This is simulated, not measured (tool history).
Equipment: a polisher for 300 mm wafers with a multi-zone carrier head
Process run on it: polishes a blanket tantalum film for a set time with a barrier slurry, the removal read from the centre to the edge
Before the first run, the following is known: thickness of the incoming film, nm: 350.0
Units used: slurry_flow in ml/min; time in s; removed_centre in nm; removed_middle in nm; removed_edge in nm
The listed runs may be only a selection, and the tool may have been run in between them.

run,hour,slurry_flow,centre_zone,middle_zone,edge_zone,slurry_solids,time,removed_centre,removed_middle,removed_edge
1,0,160,1,1,1,1,55,109.68,107.43,110.04
2,8.9,135,1,1,1,1,55,104.8,102.52,108.63
3,15.7,140,0.99,0.99,0.96,0.85,54,98.639,97.74,98.446
4,24.2,140,0.99,0.99,1.04,0.85,54,97.39,97.632,100.47
5,29.7,140,1.07,0.99,1.04,0.85,54,105.87,95.292,100.19
6,36.7,140,1.07,0.99,1.04,0.7,54,99.757,89.546,93.027

Forecast run 7:
7,45.4,135,1.05,1,1.02,0.65,54,?,?,?

{"run 7": {"removed_centre": 91.315, "removed_middle": 87.164, "removed_edge": 91.086}}
